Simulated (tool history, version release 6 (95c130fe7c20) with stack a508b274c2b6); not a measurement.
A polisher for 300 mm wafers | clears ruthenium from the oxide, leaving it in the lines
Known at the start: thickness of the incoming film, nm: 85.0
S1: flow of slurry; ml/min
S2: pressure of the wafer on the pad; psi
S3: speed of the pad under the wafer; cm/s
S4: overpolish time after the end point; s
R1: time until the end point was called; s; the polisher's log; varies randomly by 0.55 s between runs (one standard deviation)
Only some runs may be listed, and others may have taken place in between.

{"run": 1, "hour": 0.0, "S1": 175, "S2": 1.6, "S3": 126, "S4": 6, "R1": 81.883}
{"run": 2, "hour": 8.6, "S1": 175, "S2": 1.8, "S3": 126, "S4": 6, "R1": 73.213}
{"run": 3, "hour": 17.4, "S1": 175, "S2": 1.8, "S3": 114, "S4": 6, "R1": 78.124}
{"run": 4, "hour": 19.8, "S1": 175, "S2": 1.9, "S3": 114, "S4": 6, "R1": 74.208}
{"run": 5, "hour": 23.9, "S1": 175, "S2": 1.9, "S3": 114, "S4": 6, "R1": 74.16}
{"run": 6, "hour": 32.2, "S1": 200, "S2": 1.9, "S3": 114, "S4": 6, "R1": 73.838}
{"run": 7, "hour": 39.3, "S1": 200, "S2": 2.0, "S3": 114, "S4": 6, "R1": 69.378}

For run 8, what comes out?
{"run": 8, "hour": 45.7, "S1": 200, "S2": 2.1, "S3": 114, "S4": 6, "R1": "?"}

{"run 8": {"R1": 66.374}}
